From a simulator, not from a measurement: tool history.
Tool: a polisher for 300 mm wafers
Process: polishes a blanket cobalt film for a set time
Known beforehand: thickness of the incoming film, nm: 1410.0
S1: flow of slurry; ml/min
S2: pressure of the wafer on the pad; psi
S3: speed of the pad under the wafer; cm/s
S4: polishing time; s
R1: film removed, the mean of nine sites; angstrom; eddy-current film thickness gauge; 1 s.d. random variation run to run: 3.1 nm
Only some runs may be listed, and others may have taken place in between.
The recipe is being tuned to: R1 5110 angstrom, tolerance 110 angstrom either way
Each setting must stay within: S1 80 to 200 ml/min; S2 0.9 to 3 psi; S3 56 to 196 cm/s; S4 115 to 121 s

run 1 hour=0 | S1=130 S2=1.9 S3=126 S4=115 | R1=6054.2
run 2 hour=2.1 | S1=125 S2=1.9 S3=126 S4=115 | R1=5924.4
run 3 hour=6.8 | S1=125 S2=2.1 S3=126 S4=115 | R1=6563.4
run 4 hour=7.8 | S1=105 S2=2.1 S3=126 S4=115 | R1=6234.8
run 5 hour=10.5 | S1=80 S2=2.1 S3=126 S4=115 | R1=5901.1
run 6 hour=17 | S1=80 S2=2.1 S3=126 S4=115 | R1=5813.1
run 7 hour=24.9 | S1=80 S2=2 S3=126 S4=115 | R1=5598.5
run 8 hour=32.7 | S1=80 S2=1.9 S3=126 S4=115 | R1=5346

Pick the move, out of 4, that brings all results within their allowed miss; only one does.
run A hour=40.5 | S1=80 S2=2 S3=102 S4=120 | R1=?
run B hour=40.5 | S1=80 S2=1.8 S3=126 S4=117 | R1=?
run C hour=40.5 | S1=80 S2=2.3 S3=100 S4=120 | R1=?
run D hour=40.5 | S1=80 S2=1.7 S3=142 S4=117 | R1=?

move=A R1=4726.4
move=B R1=5103.5
move=C R1=5312.8
move=D R1=5423.7
A: takes the biggest miss from the last run beyond its target
B: all results land within tolerance of their targets
C: moves toward the targets from the last run without getting all of them in spec
D: moves away from the targets compared with the last run
Go with B: it meets all targets.
